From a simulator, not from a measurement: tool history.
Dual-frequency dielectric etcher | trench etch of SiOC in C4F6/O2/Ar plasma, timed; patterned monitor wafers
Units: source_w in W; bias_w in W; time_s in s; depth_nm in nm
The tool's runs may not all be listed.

Run 1, hour 0: source_w 410 W, bias_w 254 W, time_s 11 s. Result: depth_nm 24.074 nm.
Run 2, hour 1.3: source_w 410 W, bias_w 300 W, time_s 11 s. Result: depth_nm 25.992 nm.
Run 3, hour 4.3: source_w 400 W, bias_w 295 W, time_s 11 s. Result: depth_nm 25.526 nm.
Run 4, hour 5.2: source_w 350 W, bias_w 295 W, time_s 11 s. Result: depth_nm 24.569 nm.
Run 5, hour 12.5: source_w 350 W, bias_w 295 W, time_s 11 s. Result: depth_nm 24.784 nm.
Run 6, hour 16.6: source_w 350 W, bias_w 289 W, time_s 11 s. Result: depth_nm 24.321 nm.
Run 7, hour 23.9: source_w 340 W, bias_w 285 W, time_s 11 s. Result: depth_nm 24.101 nm.

Run 8 comes next. What will it give?
Run 8, hour 30.9: source_w 280 W, bias_w 236 W, time_s 10.5 s. Result: depth_nm ?.

Run 8 gave depth_nm 20.135 nm.
